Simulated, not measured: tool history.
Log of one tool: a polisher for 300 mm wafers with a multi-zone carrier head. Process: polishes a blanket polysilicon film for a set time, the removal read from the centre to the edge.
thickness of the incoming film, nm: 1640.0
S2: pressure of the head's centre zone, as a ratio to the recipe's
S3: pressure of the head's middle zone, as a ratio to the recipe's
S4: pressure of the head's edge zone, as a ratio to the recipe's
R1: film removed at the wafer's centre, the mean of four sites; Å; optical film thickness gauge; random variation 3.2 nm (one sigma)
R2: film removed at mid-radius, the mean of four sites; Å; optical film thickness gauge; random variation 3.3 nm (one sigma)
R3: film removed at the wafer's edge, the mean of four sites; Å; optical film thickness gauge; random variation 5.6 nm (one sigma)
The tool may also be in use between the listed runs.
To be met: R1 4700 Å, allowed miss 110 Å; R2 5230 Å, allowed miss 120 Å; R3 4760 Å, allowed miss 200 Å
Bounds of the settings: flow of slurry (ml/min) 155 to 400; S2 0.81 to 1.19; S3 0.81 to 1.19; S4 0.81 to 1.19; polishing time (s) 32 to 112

run 1 day=0 | flow_of_slurry_(ml/min)=255 S2=1 S3=1 S4=1 polishing_time_(s)=72 | R1=3965.7 R2=3975.3 R3=3791
run 2 day=0.204 | flow_of_slurry_(ml/min)=255 S2=1 S3=1 S4=1 polishing_time_(s)=83 | R1=4548.4 R2=4542.1 R3=4420.8
run 3 day=0.392 | flow_of_slurry_(ml/min)=270 S2=1 S3=1.02 S4=1.01 polishing_time_(s)=83 | R1=4535.2 R2=4617.4 R3=4469.8
run 4 day=0.658 | flow_of_slurry_(ml/min)=270 S2=0.92 S3=1.02 S4=1.01 polishing_time_(s)=83 | R1=4182.3 R2=4704 R3=4518.3
run 5 day=0.975 | flow_of_slurry_(ml/min)=280 S2=0.94 S3=1.04 S4=1.01 polishing_time_(s)=83 | R1=4329.4 R2=4728.8 R3=4441.4
run 6 day=1.021 | flow_of_slurry_(ml/min)=285 S2=0.94 S3=1.06 S4=1.03 polishing_time_(s)=84 | R1=4386.9 R2=4867.7 R3=4671.7
run 7 day=1.308 | flow_of_slurry_(ml/min)=285 S2=0.94 S3=1.06 S4=1.03 polishing_time_(s)=84 | R1=4428.1 R2=4862.3 R3=4631.1
run 8 day=1.496 | flow_of_slurry_(ml/min)=295 S2=0.94 S3=1.08 S4=1.03 polishing_time_(s)=84 | R1=4417.6 R2=4960.5 R3=4670.5

Which of these 4 next moves meets every target?
run A day=1.683 | flow_of_slurry_(ml/min)=260 S2=0.89 S3=1.03 S4=1.07 polishing_time_(s)=82 | R1=? R2=? R3=?
run B day=1.683 | flow_of_slurry_(ml/min)=240 S2=0.86 S3=1.13 S4=0.99 polishing_time_(s)=89 | R1=? R2=? R3=?
run C day=1.683 | flow_of_slurry_(ml/min)=255 S2=0.95 S3=1.09 S4=0.99 polishing_time_(s)=90 | R1=? R2=? R3=?
run D day=1.683 | flow_of_slurry_(ml/min)=370 S2=1 S3=0.99 S4=1.13 polishing_time_(s)=81 | R1=? R2=? R3=?

move=A R1=4008.9 R2=4592.7 R3=4508.8
move=B R1=4157.9 R2=5290.7 R3=4669
move=C R1=4688.3 R2=5245 R3=4751.8
move=D R1=4631.2 R2=4562.2 R3=4707
A: further off than the last run
B: further off than the last run
C: meets every target
D: brings the result that was furthest off to its target, and leaves another outside
Move C is the one to make.

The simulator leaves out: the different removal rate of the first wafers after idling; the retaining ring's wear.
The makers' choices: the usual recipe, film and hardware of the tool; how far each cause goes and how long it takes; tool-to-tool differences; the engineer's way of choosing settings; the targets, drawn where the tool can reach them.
